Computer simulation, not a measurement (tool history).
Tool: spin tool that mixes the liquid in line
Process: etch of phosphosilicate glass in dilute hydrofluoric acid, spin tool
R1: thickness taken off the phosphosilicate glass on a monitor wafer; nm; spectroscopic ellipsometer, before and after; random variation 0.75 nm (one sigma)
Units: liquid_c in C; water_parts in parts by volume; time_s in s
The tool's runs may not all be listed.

{"run": 1, "hour": 0.0, "liquid_c": 20.0, "water_parts": 265, "time_s": 175, "R1": 97.266}
{"run": 2, "hour": 4.0, "liquid_c": 21.0, "water_parts": 255, "time_s": 175, "R1": 105.92}
{"run": 3, "hour": 7.6, "liquid_c": 21.0, "water_parts": 220, "time_s": 175, "R1": 127.36}
{"run": 4, "hour": 9.7, "liquid_c": 22.0, "water_parts": 220, "time_s": 175, "R1": 132.73}
{"run": 5, "hour": 18.4, "liquid_c": 22.0, "water_parts": 305, "time_s": 175, "R1": 86.585}
{"run": 6, "hour": 19.0, "liquid_c": 22.0, "water_parts": 365, "time_s": 175, "R1": 69.031}
{"hour": 26.7, "done": "hydrofluoric acid flow meter replaced"}
{"run": 7, "hour": 26.7, "liquid_c": 23.0, "water_parts": 340, "time_s": 175, "R1": 83.976}
{"run": 8, "hour": 29.8, "liquid_c": 24.0, "water_parts": 325, "time_s": 175, "R1": 92.519}
{"run": 9, "hour": 30.4, "liquid_c": 24.5, "water_parts": 310, "time_s": 175, "R1": 101.05}
{"run": 10, "hour": 36.7, "liquid_c": 28.0, "water_parts": 205, "time_s": 175, "R1": 191.57}
{"run": 11, "hour": 37.4, "liquid_c": 28.0, "water_parts": 205, "time_s": 175, "R1": 191.23}
{"run": 12, "hour": 39.7, "liquid_c": 27.5, "water_parts": 205, "time_s": 175, "R1": 189.36}
{"run": 13, "hour": 40.5, "liquid_c": 27.0, "water_parts": 205, "time_s": 175, "R1": 186.54}

Run 14 comes next. What will it give?
{"run": 14, "hour": 47.2, "liquid_c": 26.0, "water_parts": 205, "time_s": 175, "R1": "?"}

Run 14 gave R1 178.710 nm.

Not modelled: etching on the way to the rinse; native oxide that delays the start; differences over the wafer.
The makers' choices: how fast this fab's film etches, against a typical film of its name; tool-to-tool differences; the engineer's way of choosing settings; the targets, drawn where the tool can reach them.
